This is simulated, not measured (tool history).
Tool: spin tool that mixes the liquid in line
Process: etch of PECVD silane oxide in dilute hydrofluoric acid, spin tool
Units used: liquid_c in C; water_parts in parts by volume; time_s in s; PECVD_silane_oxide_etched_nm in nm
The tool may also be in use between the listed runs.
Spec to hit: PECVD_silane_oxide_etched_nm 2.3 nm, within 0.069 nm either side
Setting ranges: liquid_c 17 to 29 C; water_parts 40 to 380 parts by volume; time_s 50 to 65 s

{"run": 1, "hour": 0.0, "liquid_c": 21, "water_parts": 210, "time_s": 65, "PECVD_silane_oxide_etched_nm": 4.5248}
{"run": 2, "hour": 3.5, "liquid_c": 19, "water_parts": 210, "time_s": 65, "PECVD_silane_oxide_etched_nm": 4.1585}
{"run": 3, "hour": 11.6, "liquid_c": 19, "water_parts": 210, "time_s": 65, "PECVD_silane_oxide_etched_nm": 4.1918}
{"run": 4, "hour": 14.2, "liquid_c": 18.5, "water_parts": 230, "time_s": 65, "PECVD_silane_oxide_etched_nm": 3.6588}
{"run": 5, "hour": 17.3, "liquid_c": 17, "water_parts": 230, "time_s": 65, "PECVD_silane_oxide_etched_nm": 3.4707}
{"run": 6, "hour": 18.3, "liquid_c": 17, "water_parts": 185, "time_s": 65, "PECVD_silane_oxide_etched_nm": 4.4347}
{"run": 7, "hour": 20.9, "liquid_c": 17, "water_parts": 210, "time_s": 65, "PECVD_silane_oxide_etched_nm": 3.8439}
{"run": 8, "hour": 27.1, "liquid_c": 17, "water_parts": 230, "time_s": 65, "PECVD_silane_oxide_etched_nm": 3.4823}

Which of these 5 next moves meets every target?
{"run": "A", "hour": 33.3, "liquid_c": 17, "water_parts": 240, "time_s": 50, "PECVD_silane_oxide_etched_nm": "?"}
{"run": "B", "hour": 33.3, "liquid_c": 17, "water_parts": 245, "time_s": 50, "PECVD_silane_oxide_etched_nm": "?"}
{"run": "C", "hour": 33.3, "liquid_c": 18, "water_parts": 265, "time_s": 55, "PECVD_silane_oxide_etched_nm": "?"}
{"run": "D", "hour": 33.3, "liquid_c": 18, "water_parts": 265, "time_s": 50, "PECVD_silane_oxide_etched_nm": "?"}
{"run": "E", "hour": 33.3, "liquid_c": 17, "water_parts": 250, "time_s": 50, "PECVD_silane_oxide_etched_nm": "?"}

move=A PECVD_silane_oxide_etched_nm=2.5473
move=B PECVD_silane_oxide_etched_nm=2.4844
move=C PECVD_silane_oxide_etched_nm=2.5801
move=D PECVD_silane_oxide_etched_nm=2.3456
move=E PECVD_silane_oxide_etched_nm=2.4241
A: closer than the last run, but not yet in spec
B: closer than the last run, but not yet in spec
C: closer than the last run, but not yet in spec
D: all results land within tolerance of their targets
E: closer than the last run, but not yet in spec
D meets every target.

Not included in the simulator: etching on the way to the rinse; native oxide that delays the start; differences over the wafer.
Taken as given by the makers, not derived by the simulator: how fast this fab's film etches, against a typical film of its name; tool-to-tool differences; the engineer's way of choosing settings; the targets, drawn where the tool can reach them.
